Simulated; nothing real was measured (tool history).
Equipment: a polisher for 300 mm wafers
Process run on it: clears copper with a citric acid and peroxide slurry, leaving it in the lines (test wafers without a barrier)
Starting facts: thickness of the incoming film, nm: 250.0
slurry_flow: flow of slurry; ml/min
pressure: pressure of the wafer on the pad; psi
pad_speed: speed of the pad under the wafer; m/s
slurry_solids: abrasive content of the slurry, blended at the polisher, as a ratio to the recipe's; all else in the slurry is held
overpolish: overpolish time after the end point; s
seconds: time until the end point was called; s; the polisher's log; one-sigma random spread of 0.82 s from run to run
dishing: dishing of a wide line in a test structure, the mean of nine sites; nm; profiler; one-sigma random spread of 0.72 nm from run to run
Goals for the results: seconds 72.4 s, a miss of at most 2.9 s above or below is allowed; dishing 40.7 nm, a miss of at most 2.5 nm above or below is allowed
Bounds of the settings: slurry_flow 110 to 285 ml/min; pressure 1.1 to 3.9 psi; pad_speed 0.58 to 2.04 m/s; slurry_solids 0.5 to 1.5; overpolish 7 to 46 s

run 1 hour=0 | slurry_flow=180 pressure=2.5 pad_speed=1.3 slurry_solids=1 overpolish=24 | seconds=101.04 dishing=29.783
run 2 hour=1.2 | slurry_flow=220 pressure=2.5 pad_speed=1.3 slurry_solids=1 overpolish=24 | seconds=100.66 dishing=30.756
run 3 hour=8.6 | slurry_flow=220 pressure=2.7 pad_speed=1.3 slurry_solids=1 overpolish=25 | seconds=92.782 dishing=33.146
run 4 hour=10 | slurry_flow=220 pressure=2.9 pad_speed=1.3 slurry_solids=1 overpolish=25 | seconds=89.449 dishing=34.651
run 5 hour=11 | slurry_flow=220 pressure=2.9 pad_speed=1.42 slurry_solids=1 overpolish=25 | seconds=81.136 dishing=36.063
run 6 hour=17.3 | slurry_flow=220 pressure=3 pad_speed=1.42 slurry_solids=1 overpolish=25 | seconds=78.848 dishing=36.374
run 7 hour=25.5 | slurry_flow=220 pressure=3.1 pad_speed=1.42 slurry_solids=1 overpolish=26 | seconds=78.921 dishing=37.78
run 8 hour=30.9 | slurry_flow=220 pressure=3.2 pad_speed=1.42 slurry_solids=1 overpolish=26 | seconds=75.556 dishing=39.219

Pick the move, out of 5, that brings all results within their allowed miss; only one does.
run A hour=36.3 | slurry_flow=120 pressure=2.6 pad_speed=1.64 slurry_solids=1.3 overpolish=33 | seconds=? dishing=?
run B hour=36.3 | slurry_flow=225 pressure=2.9 pad_speed=1.38 slurry_solids=1.05 overpolish=29 | seconds=? dishing=?
run C hour=36.3 | slurry_flow=255 pressure=3.6 pad_speed=1.44 slurry_solids=0.7 overpolish=20 | seconds=? dishing=?
run D hour=36.3 | slurry_flow=245 pressure=3.2 pad_speed=1.44 slurry_solids=1.1 overpolish=29 | seconds=? dishing=?
run E hour=36.3 | slurry_flow=275 pressure=3.4 pad_speed=1.22 slurry_solids=1.1 overpolish=25 | seconds=? dishing=?

move=A seconds=78.613 dishing=40.604
move=B seconds=83.419 dishing=37.61
move=C seconds=72.864 dishing=33.485
move=D seconds=72.511 dishing=40.448
move=E seconds=80.254 dishing=35.903
A: its largest miss is bigger than the last run's
B: its largest miss is bigger than the last run's
C: the furthest-off result lands on target, but another misses its tolerance
D: all results land within tolerance of their targets
E: its largest miss is bigger than the last run's
So the answer is move D, the one that meets all the targets.
